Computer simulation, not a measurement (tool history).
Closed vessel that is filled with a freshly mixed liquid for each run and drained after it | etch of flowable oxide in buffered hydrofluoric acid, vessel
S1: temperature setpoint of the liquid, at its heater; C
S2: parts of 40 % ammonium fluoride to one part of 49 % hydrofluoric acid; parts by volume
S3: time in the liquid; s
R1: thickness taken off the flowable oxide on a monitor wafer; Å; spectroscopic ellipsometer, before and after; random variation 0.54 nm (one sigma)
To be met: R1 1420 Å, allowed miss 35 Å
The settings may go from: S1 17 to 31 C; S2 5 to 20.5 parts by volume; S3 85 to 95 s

run,hour,S1,S2,S3,R1
1,0,23,12.5,85,2158.2
2,3,23,10,85,2654.7
3,6.4,26.5,10,85,3224
4,8.2,24,11,85,2565.3
5,11.2,22,11.5,85,2193.6
6,13.8,20.5,11.5,85,2015.6
7,16.7,19.5,12,85,1835.5
8,22.6,19,12.5,85,1712.6
9,23.9,18.5,12.5,85,1669.7
10,32.3,18,13,85,1561.2

4 next moves are on the table. One of them brings every result within its allowed miss. Which?
A,40.7,17,12.5,90,?
B,40.7,17.5,12.5,90,?
C,40.7,17.5,13,85,?
D,40.7,17,13.5,85,?

move,R1
A,1620.2
B,1667.1
C,1515.1
D,1418.9
A: further off than the last run
B: further off than the last run
C: nearer than the last run, and not there yet
D: meets every target
Move D is the one to make.
